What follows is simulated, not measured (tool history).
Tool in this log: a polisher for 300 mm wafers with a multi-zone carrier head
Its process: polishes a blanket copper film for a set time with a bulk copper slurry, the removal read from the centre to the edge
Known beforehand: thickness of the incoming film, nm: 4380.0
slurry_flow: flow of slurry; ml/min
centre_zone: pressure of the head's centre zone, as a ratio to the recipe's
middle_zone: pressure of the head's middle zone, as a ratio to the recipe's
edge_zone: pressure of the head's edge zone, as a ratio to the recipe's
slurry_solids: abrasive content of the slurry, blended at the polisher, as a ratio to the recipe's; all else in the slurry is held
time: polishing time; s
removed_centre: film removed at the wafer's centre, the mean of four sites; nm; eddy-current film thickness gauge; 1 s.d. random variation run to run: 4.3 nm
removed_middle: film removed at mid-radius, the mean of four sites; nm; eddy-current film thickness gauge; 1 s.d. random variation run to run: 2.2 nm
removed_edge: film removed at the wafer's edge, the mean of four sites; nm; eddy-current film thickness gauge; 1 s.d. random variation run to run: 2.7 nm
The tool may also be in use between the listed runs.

run 1 day=0 | slurry_flow=310 centre_zone=1 middle_zone=1 edge_zone=1 slurry_solids=1 time=44 | removed_centre=422.2 removed_middle=417.07 removed_edge=402.86
run 2 day=0.246 | slurry_flow=300 centre_zone=0.98 middle_zone=0.97 edge_zone=1.01 slurry_solids=0.9 time=44 | removed_centre=398.17 removed_middle=406.47 removed_edge=399.05
run 3 day=0.508 | slurry_flow=295 centre_zone=0.98 middle_zone=0.94 edge_zone=1.04 slurry_solids=0.85 time=43 | removed_centre=378.15 removed_middle=377.76 removed_edge=390.72
run 4 day=0.721 | slurry_flow=290 centre_zone=0.98 middle_zone=0.92 edge_zone=1.05 slurry_solids=0.8 time=42 | removed_centre=376.47 removed_middle=365.17 removed_edge=377.24
run 5 day=0.879 | slurry_flow=290 centre_zone=0.98 middle_zone=0.92 edge_zone=1.05 slurry_solids=0.8 time=32 | removed_centre=286.55 removed_middle=272.66 removed_edge=287.07
run 6 day=1.062 | slurry_flow=295 centre_zone=0.97 middle_zone=0.91 edge_zone=1.07 slurry_solids=0.9 time=32 | removed_centre=285.1 removed_middle=277.96 removed_edge=295.28
-- day=1.154 edge zone pressure recalibrated
run 7 day=1.154 | slurry_flow=295 centre_zone=0.97 middle_zone=0.89 edge_zone=1.09 slurry_solids=1 time=32 | removed_centre=289.5 removed_middle=279.09 removed_edge=320.33

Run 8 has not been measured yet. What should we expect?
run 8 day=1.246 | slurry_flow=300 centre_zone=0.97 middle_zone=0.89 edge_zone=1.1 slurry_solids=1 time=32 | removed_centre=? removed_middle=? removed_edge=?

{"run 8": {"removed_centre": 294.22, "removed_middle": 280.27, "removed_edge": 319.89}}

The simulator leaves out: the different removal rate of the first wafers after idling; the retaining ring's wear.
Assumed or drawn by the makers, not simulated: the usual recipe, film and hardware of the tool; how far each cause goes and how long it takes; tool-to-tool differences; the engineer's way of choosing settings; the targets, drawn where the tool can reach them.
